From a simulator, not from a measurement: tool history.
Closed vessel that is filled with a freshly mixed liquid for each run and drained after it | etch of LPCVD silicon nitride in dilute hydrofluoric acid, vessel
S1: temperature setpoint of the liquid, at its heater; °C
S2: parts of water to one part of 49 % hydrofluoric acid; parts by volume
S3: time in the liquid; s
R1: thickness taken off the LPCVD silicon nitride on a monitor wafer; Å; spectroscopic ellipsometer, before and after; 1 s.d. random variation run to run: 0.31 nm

run 1 hour=0.0 | S1=24.0 S2=55 S3=2705 | R1=266.64
run 2 hour=8.7 | S1=24.0 S2=40 S3=2705 | R1=366.51
run 3 hour=18.4 | S1=24.0 S2=25 S3=2705 | R1=579.09
run 4 hour=27.3 | S1=24.0 S2=40 S3=2705 | R1=369.64
run 5 hour=33.3 | S1=25.0 S2=40 S3=2705 | R1=393.99
run 6 hour=37.1 | S1=26.0 S2=40 S3=2705 | R1=422.17
run 7 hour=46.2 | S1=26.5 S2=40 S3=2705 | R1=437.81
run 8 hour=52.8 | S1=30.5 S2=40 S3=2705 | R1=566.50

Run 9 comes next. What will it give?
run 9 hour=60.9 | S1=32.0 S2=40 S3=2705 | R1=?

Run 9 yielded R1 618.19 Å.
